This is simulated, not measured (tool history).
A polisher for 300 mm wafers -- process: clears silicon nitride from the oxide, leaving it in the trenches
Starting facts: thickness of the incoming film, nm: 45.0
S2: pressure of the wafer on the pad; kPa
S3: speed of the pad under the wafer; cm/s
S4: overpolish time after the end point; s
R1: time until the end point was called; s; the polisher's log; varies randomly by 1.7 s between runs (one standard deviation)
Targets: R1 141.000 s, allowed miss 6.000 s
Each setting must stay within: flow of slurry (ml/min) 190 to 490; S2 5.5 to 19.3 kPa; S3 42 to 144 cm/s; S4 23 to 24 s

run 1 day=0.000 | flow_of_slurry_(ml/min)=315 S2=12.4 S3=92 S4=23 | R1=79.267
run 2 day=0.346 | flow_of_slurry_(ml/min)=315 S2=10.3 S3=90 S4=23 | R1=96.893
run 3 day=0.504 | flow_of_slurry_(ml/min)=370 S2=10.3 S3=90 S4=23 | R1=96.556
run 4 day=0.704 | flow_of_slurry_(ml/min)=370 S2=9.0 S3=90 S4=23 | R1=110.950
run 5 day=0.800 | flow_of_slurry_(ml/min)=370 S2=9.0 S3=90 S4=23 | R1=110.020
run 6 day=1.167 | flow_of_slurry_(ml/min)=370 S2=9.0 S3=90 S4=23 | R1=112.340
run 7 day=1.288 | flow_of_slurry_(ml/min)=370 S2=8.3 S3=90 S4=23 | R1=117.240
run 8 day=1.571 | flow_of_slurry_(ml/min)=370 S2=7.6 S3=90 S4=23 | R1=132.320

Which single option among these 5 for the next run brings every result within its allowed miss of target? Just one does.
run A day=1.854 | flow_of_slurry_(ml/min)=445 S2=8.3 S3=86 S4=23 | R1=?
run B day=1.854 | flow_of_slurry_(ml/min)=390 S2=11.7 S3=48 S4=24 | R1=?
run C day=1.854 | flow_of_slurry_(ml/min)=345 S2=7.6 S3=94 S4=23 | R1=?
run D day=1.854 | flow_of_slurry_(ml/min)=395 S2=8.3 S3=68 S4=24 | R1=?
run E day=1.854 | flow_of_slurry_(ml/min)=490 S2=7.6 S3=80 S4=24 | R1=?

move=A R1=124.180
move=B R1=157.130
move=C R1=125.970
move=D R1=156.990
move=E R1=143.710
A: misses by more than the last run did
B: takes the result that was furthest off past its target
C: misses by more than the last run did
D: takes the result that was furthest off past its target
E: all results land within tolerance of their targets
E is the move that brings every result within its allowed miss.
